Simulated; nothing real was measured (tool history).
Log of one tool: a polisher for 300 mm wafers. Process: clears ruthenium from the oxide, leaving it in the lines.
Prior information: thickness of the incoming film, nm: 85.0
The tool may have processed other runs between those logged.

| run | hour | flow of slurry (ml/min) | pressure of the wafer on the pad (psi) | speed of the pad under the wafer (m/s) | overpolish time after the end point (s) | time until the end point was called (s) |
|---|---|---|---|---|---|---|
| 1 | 0 | 225 | 1.6 | 0.84 | 38 | 105.5 |
| 2 | 0.6 | 225 | 1.8 | 0.84 | 38 | 97.391 |
| 3 | 6.2 | 225 | 1.4 | 0.84 | 38 | 125.03 |
| 4 | 13.4 | 280 | 1.4 | 0.84 | 38 | 121.21 |
| 5 | 22.2 | 280 | 1.6 | 0.84 | 38 | 106.79 |
| 6 | 24.6 | 280 | 1.6 | 0.92 | 38 | 97.965 |
| 7 | 33.4 | 280 | 1.7 | 0.92 | 38 | 93.102 |
| 8 | 39.4 | 280 | 1.7 | 0.92 | 38 | 93.415 |

Run 9, settings as shown, results not yet in. Your forecast:
| 9 | 43.7 | 280 | 1.8 | 0.92 | 38 | ? |

{"run 9": {"time until the end point was called (s)": 90.138}}

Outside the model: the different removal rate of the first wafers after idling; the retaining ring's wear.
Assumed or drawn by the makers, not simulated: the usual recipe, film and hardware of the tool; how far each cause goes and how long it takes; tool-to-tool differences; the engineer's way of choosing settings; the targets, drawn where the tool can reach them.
